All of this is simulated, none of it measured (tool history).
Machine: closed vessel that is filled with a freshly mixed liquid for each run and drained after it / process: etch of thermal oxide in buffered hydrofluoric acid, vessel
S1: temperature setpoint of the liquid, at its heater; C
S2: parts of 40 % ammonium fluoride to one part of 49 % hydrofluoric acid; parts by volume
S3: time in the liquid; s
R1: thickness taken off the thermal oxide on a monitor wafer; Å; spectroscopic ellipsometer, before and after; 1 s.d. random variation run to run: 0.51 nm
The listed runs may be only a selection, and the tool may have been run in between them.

run	hour	S1	S2	S3	R1
1	0.0	23.0	18.0	90	536.48
2	7.8	25.5	18.0	90	621.76
3	14.5	22.5	18.0	90	528.80
4	15.7	22.5	14.0	90	672.60
5	24.5	22.5	14.0	90	673.61
6	29.5	22.5	10.5	90	895.16
7	31.3	23.0	10.5	90	926.23

The next listed run, before its measurement:
8	33.3	23.5	10.5	90	?

R1: 955.34 Å
